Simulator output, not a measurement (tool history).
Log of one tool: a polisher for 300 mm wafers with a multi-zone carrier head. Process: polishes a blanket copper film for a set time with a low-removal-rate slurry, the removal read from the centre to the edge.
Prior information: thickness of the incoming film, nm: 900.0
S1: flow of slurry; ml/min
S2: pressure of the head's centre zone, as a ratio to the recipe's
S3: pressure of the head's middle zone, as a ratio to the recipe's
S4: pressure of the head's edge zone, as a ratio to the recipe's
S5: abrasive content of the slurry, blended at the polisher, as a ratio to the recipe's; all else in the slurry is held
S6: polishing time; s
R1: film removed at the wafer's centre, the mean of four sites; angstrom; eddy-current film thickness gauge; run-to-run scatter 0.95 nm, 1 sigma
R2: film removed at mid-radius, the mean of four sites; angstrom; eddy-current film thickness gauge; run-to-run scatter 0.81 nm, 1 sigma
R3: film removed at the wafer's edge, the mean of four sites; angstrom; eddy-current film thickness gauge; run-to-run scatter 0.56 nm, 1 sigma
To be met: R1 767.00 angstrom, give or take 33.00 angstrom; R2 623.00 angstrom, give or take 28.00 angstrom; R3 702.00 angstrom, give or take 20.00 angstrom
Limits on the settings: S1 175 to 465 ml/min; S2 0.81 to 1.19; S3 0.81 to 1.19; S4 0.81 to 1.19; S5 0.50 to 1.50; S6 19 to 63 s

run    day   S1    S2    S3    S4    S5  S6      R1      R2      R3
  1  0.000  295  1.00  1.00  1.00  1.00  41  712.17  725.33  744.77
  2  0.233  290  1.02  0.97  0.99  1.00  41  748.31  703.48  736.98
  3  0.321  285  1.02  0.95  0.99  1.00  41  727.25  712.88  738.39
  4  0.638  300  1.05  0.93  1.01  0.90  41  731.10  687.41  730.20
  5  0.979  255  1.05  0.93  1.01  0.90  41  738.49  664.40  728.74
  6  1.246  245  1.06  0.92  1.00  0.90  41  719.57  650.46  719.97
     1.621  -- worn pad replaced by a new one
  7  1.621  245  1.06  0.92  1.00  0.90  41  782.87  696.44  756.84
  8  1.771  245  1.07  0.90  1.00  0.85  41  766.41  689.97  758.19
  9  1.975  240  1.09  0.91  1.02  0.85  40  780.61  645.39  740.85
 10  2.338  240  1.10  0.91  1.01  0.85  40  793.01  663.58  740.48

Which of these 4 next moves meets every target?
  A  2.700  285  1.04  0.97  0.99  0.85  43   ?   ?   ?
  B  2.700  250  1.15  0.90  1.03  0.85  38   ?   ?   ?
  C  2.700  230  1.10  0.82  1.03  0.50  46   ?   ?   ?
  D  2.700  220  1.10  0.93  1.02  0.85  41   ?   ?   ?

move      R1      R2      R3
   A  791.17  758.61  803.28
   B  759.65  627.01  715.32
   C  777.90  633.34  770.22
   D  767.97  678.89  757.24
A: lands further from the targets than the last run did
B: each result inside its tolerance
C: lands further from the targets than the last run did
D: lands further from the targets than the last run did
Correct choice: B, which meets every target

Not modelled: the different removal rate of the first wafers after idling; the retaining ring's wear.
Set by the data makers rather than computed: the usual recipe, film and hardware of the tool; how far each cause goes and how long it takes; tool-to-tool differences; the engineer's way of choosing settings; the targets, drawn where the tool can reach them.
